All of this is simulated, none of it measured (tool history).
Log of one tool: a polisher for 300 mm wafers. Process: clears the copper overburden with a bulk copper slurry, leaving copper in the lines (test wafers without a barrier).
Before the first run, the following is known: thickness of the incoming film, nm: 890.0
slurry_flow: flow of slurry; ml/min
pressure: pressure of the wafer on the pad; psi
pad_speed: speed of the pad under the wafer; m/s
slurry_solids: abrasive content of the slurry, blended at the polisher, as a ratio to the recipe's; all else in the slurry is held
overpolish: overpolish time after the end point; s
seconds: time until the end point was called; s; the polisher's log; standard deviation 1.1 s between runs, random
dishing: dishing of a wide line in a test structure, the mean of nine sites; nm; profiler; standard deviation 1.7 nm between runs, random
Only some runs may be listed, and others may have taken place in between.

| run | day | slurry_flow | pressure | pad_speed | slurry_solids | overpolish | seconds | dishing |
|---|---|---|---|---|---|---|---|---|
| 1 | 0.000 | 160 | 2.6 | 1.32 | 1.0 | 18 | 90.269 | 95.119 |
| 2 | 0.142 | 160 | 2.6 | 1.32 | 1.0 | 13 | 91.975 | 79.286 |
| 3 | 0.333 | 160 | 2.9 | 1.34 | 1.0 | 15 | 79.182 | 94.476 |
| 4 | 0.417 | 160 | 2.9 | 1.34 | 1.1 | 15 | 77.208 | 95.229 |
| 5 | 0.638 | 160 | 3.3 | 1.34 | 1.1 | 15 | 72.740 | 101.450 |
|  | 0.879 | worn pad replaced by a new one |
| 6 | 0.879 | 160 | 3.4 | 1.38 | 1.1 | 16 | 58.715 | 113.440 |
| 7 | 1.029 | 160 | 3.4 | 1.38 | 1.1 | 16 | 60.230 | 115.800 |

What does the tool deliver on the next run?
| 8 | 1.392 | 160 | 3.5 | 1.38 | 1.1 | 17 | ? | ? |

Run 8 produced seconds 56.798 s, dishing 119.490 nm.
